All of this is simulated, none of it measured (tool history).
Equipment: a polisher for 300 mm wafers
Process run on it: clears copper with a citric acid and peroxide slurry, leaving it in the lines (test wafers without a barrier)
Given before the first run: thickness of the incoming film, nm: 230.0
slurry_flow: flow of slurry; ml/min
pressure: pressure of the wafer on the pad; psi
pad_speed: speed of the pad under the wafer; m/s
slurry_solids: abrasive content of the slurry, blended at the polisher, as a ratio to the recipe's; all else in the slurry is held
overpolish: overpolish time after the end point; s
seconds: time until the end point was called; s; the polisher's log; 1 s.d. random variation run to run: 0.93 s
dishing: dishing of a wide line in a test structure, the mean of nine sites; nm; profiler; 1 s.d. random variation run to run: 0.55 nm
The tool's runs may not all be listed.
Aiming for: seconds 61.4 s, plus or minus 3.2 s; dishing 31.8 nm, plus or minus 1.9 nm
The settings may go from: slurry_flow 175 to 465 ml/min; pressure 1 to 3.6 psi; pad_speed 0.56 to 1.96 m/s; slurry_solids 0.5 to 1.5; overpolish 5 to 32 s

Run 1, hour 0: slurry_flow 295 ml/min, pressure 2.3 psi, pad_speed 1.26 m/s, slurry_solids 1, overpolish 16 s. Result: seconds 109.94 s, dishing 24.523 nm.
Run 2, hour 3.5: slurry_flow 295 ml/min, pressure 2.5 psi, pad_speed 1.28 m/s, slurry_solids 1, overpolish 15 s. Result: seconds 101.91 s, dishing 24.7 nm.
Run 3, hour 7.3: slurry_flow 295 ml/min, pressure 2.5 psi, pad_speed 1.46 m/s, slurry_solids 1, overpolish 15 s. Result: seconds 90.376 s, dishing 27.438 nm.
Run 4, hour 8.4: slurry_flow 295 ml/min, pressure 2.7 psi, pad_speed 1.46 m/s, slurry_solids 1, overpolish 14 s. Result: seconds 83.797 s, dishing 27.589 nm.
Run 5, hour 9.8: slurry_flow 295 ml/min, pressure 2.8 psi, pad_speed 1.46 m/s, slurry_solids 1, overpolish 14 s. Result: seconds 78.984 s, dishing 29.13 nm.
Run 6, hour 14: slurry_flow 340 ml/min, pressure 2.8 psi, pad_speed 1.46 m/s, slurry_solids 1, overpolish 14 s. Result: seconds 79.977 s, dishing 29.385 nm.
Run 7, hour 15.1: slurry_flow 340 ml/min, pressure 2.9 psi, pad_speed 1.46 m/s, slurry_solids 1, overpolish 13 s. Result: seconds 74.398 s, dishing 28.923 nm.
Run 8, hour 21.3: slurry_flow 340 ml/min, pressure 3 psi, pad_speed 1.46 m/s, slurry_solids 1, overpolish 13 s. Result: seconds 75.028 s, dishing 29.378 nm.
Run 9, hour 22.6: slurry_flow 340 ml/min, pressure 3.1 psi, pad_speed 1.46 m/s, slurry_solids 1, overpolish 13 s. Result: seconds 70.631 s, dishing 30.291 nm.
Run 10, hour 27.3: slurry_flow 340 ml/min, pressure 3.2 psi, pad_speed 1.46 m/s, slurry_solids 1, overpolish 13 s. Result: seconds 68.934 s, dishing 30.909 nm.
Run 11, hour 33.4: slurry_flow 340 ml/min, pressure 3.3 psi, pad_speed 1.46 m/s, slurry_solids 1, overpolish 13 s. Result: seconds 68.903 s, dishing 32.018 nm.
Run 12, hour 39.5: slurry_flow 340 ml/min, pressure 3.4 psi, pad_speed 1.46 m/s, slurry_solids 1, overpolish 13 s. Result: seconds 66.203 s, dishing 32.096 nm.

5 next moves are on the table. One of them brings every result within its allowed miss. Which?
Run A, hour 45.6: slurry_flow 390 ml/min, pressure 3.6 psi, pad_speed 1.5 m/s, slurry_solids 1, overpolish 13 s. Result: seconds ?, dishing ?.
Run B, hour 45.6: slurry_flow 315 ml/min, pressure 3.2 psi, pad_speed 1.38 m/s, slurry_solids 0.95, overpolish 15 s. Result: seconds ?, dishing ?.
Run C, hour 45.6: slurry_flow 465 ml/min, pressure 3.6 psi, pad_speed 1.2 m/s, slurry_solids 0.95, overpolish 15 s. Result: seconds ?, dishing ?.
Run D, hour 45.6: slurry_flow 290 ml/min, pressure 3 psi, pad_speed 1.4 m/s, slurry_solids 1, overpolish 13 s. Result: seconds ?, dishing ?.
Run E, hour 45.6: slurry_flow 365 ml/min, pressure 3.6 psi, pad_speed 1.46 m/s, slurry_solids 0.9, overpolish 12 s. Result: seconds ?, dishing ?.

move  seconds  dishing
   A    60.52   34.299
   B   75.662   32.101
   C   74.494   32.627
   D   79.187   27.522
   E   63.986   30.815
A: the worst result of the last run now meets its target, but another is out of spec
B: the biggest miss grows against the last run
C: the biggest miss grows against the last run
D: the biggest miss grows against the last run
E: hits every target within its allowed miss
E meets every target.
